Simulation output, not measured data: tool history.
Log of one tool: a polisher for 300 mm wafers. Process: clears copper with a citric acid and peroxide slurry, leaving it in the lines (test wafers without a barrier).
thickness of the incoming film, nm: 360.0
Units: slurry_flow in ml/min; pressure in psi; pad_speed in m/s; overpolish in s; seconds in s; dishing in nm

| run | day | slurry_flow | pressure | pad_speed | slurry_solids | overpolish | seconds | dishing |
|---|---|---|---|---|---|---|---|---|
| 1 | 0.000 | 245 | 2.8 | 1.24 | 1.00 | 21 | 131.80 | 40.067 |
| 2 | 0.233 | 245 | 2.4 | 1.20 | 1.00 | 18 | 155.71 | 29.561 |
| 3 | 0.417 | 245 | 2.4 | 1.20 | 0.85 | 18 | 168.35 | 29.730 |
| 4 | 0.708 | 245 | 1.9 | 1.20 | 0.85 | 18 | 200.97 | 23.362 |
| 5 | 0.838 | 245 | 1.8 | 1.20 | 0.85 | 17 | 215.31 | 21.902 |
| 6 | 0.900 | 245 | 1.8 | 1.20 | 0.85 | 9 | 215.08 | 12.775 |
| 7 | 1.217 | 240 | 1.9 | 1.18 | 0.80 | 11 | 211.12 | 15.129 |

Run 8 comes next. What will it give?
| 8 | 1.292 | 230 | 2.0 | 1.14 | 0.70 | 15 | ? | ? |

Run 8 gave seconds 204.42 s, dishing 20.351 nm.

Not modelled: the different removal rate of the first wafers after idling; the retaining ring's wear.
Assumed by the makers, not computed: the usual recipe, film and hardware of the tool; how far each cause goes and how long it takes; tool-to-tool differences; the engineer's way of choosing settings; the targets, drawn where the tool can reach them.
